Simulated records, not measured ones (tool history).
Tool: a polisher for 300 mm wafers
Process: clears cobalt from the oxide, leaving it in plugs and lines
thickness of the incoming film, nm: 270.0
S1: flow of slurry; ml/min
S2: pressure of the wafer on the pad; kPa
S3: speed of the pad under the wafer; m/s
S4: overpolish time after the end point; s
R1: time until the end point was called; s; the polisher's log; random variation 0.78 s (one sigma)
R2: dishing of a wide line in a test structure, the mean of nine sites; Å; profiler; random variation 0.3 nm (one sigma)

run    day   S1    S2    S3  S4      R1      R2
  1  0.000  235  10.3  1.12  24  71.097  537.95
  2  0.117  230   9.7  1.12  19  76.138  455.66
  3  0.317  230   7.6  1.12  19  95.122  387.50
  4  0.558  260   7.6  1.12  19  94.437  392.49
  5  0.817  300   7.6  1.12  19  92.837  412.47
  6  0.888  300   7.6  1.12  24  92.642  452.87
  7  1.188  250   6.9  1.24  19  94.165  375.64
  8  1.525  215   6.2  1.40  15  98.701  319.57
  9  1.871  190   6.2  1.52  12  95.182  283.11

Forecast run 10:
 10  2.058  175  6.2  1.60  10   ?   ?

{"run 10": {"R1": 91.26, "R2": 241.84}}

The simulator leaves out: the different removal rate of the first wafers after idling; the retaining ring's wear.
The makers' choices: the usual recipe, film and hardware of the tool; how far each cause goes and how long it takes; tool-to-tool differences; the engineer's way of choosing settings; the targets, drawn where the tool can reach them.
